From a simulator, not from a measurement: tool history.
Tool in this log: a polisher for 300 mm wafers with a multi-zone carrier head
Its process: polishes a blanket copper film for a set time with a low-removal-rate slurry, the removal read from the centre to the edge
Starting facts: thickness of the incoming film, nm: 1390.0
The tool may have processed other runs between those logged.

| run | day | flow of slurry (ml/min) | pressure of the head's centre zone | pressure of the head's middle zone | pressure of the head's edge zone | abrasive content of the slurry | polishing time (s) | film removed at the wafer's centre (Å) | film removed at mid-radius (Å) | film removed at the wafer's edge (Å) |
|---|---|---|---|---|---|---|---|---|---|---|
| 1 | 0.000 | 285 | 1.00 | 1.00 | 1.00 | 1.00 | 36 | 877.24 | 944.05 | 962.86 |
| 2 | 0.188 | 290 | 1.03 | 1.00 | 1.05 | 1.15 | 37 | 935.69 | 1019.40 | 1038.30 |
| 3 | 0.304 | 295 | 1.07 | 0.97 | 1.08 | 1.25 | 38 | 1053.90 | 1039.70 | 1116.20 |
| 4 | 0.567 | 295 | 1.07 | 0.97 | 1.08 | 1.40 | 38 | 1081.80 | 1081.10 | 1144.90 |
| 5 | 0.683 | 305 | 1.08 | 0.97 | 1.11 | 1.45 | 38 | 1068.30 | 1080.40 | 1174.10 |
| 6 | 0.992 | 305 | 1.08 | 0.97 | 1.11 | 1.30 | 38 | 1073.90 | 1068.90 | 1156.50 |
| 7 | 1.096 | 320 | 1.10 | 0.98 | 1.13 | 1.30 | 38 | 1087.30 | 1078.00 | 1168.90 |
| 8 | 1.446 | 325 | 1.12 | 0.99 | 1.15 | 1.35 | 38 | 1140.50 | 1069.30 | 1187.00 |
| 9 | 1.708 | 330 | 1.12 | 1.00 | 1.16 | 1.40 | 38 | 1112.50 | 1122.90 | 1186.10 |
| 10 | 1.767 | 335 | 1.13 | 0.99 | 1.17 | 1.45 | 38 | 1111.20 | 1123.50 | 1201.70 |
| 11 | 1.946 | 335 | 1.14 | 0.98 | 1.17 | 1.45 | 38 | 1143.80 | 1093.90 | 1211.90 |

Predict the results of run 12:
| 12 | 2.233 | 340 | 1.14 | 0.98 | 1.18 | 1.45 | 38 | ? | ? | ? |

Run 12 measured film removed at the wafer's centre (Å) 1148.90, film removed at mid-radius (Å) 1099.90, film removed at the wafer's edge (Å) 1204.50.

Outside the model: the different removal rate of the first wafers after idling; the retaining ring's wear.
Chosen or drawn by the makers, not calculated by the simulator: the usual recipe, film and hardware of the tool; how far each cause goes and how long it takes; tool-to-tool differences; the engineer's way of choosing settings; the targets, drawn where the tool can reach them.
